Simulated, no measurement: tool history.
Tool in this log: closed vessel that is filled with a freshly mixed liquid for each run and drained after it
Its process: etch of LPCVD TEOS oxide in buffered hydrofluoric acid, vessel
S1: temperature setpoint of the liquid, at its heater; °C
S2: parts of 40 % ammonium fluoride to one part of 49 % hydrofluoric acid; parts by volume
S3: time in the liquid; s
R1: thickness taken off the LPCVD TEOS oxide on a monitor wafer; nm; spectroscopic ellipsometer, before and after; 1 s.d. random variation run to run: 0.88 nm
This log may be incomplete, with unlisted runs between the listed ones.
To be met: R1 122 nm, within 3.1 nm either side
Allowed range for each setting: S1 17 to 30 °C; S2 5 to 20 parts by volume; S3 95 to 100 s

run	hour	S1	S2	S3	R1
1	0	22	12	95	204.2
2	1.7	22	12	100	217.28
3	3.6	22	12	95	207.25
4	4.8	22	14.5	95	172.07
5	5.8	20.5	15	95	153.33
6	8.1	20.5	12.5	95	182.88
7	13.4	19.5	13.5	95	163.83
8	14.3	17	16.5	95	116.11
9	18.2	17.5	16.5	95	117.75

Below are 4 possible settings for the next run. Only one of them brings all results inside the allowed miss of their targets. Which is it?
A	22.1	17.5	15.5	100	?
B	22.1	20	18	100	?
C	22.1	17	16.5	100	?
D	22.1	17	17.5	100	?

move	R1
A	131.91
B	131.12
C	120.54
D	113.74
A: carries the result that was furthest off beyond its target, to the other side
B: carries the result that was furthest off beyond its target, to the other side
C: hits every target within its allowed miss
D: the biggest miss grows against the last run
The move that meets every target is C.
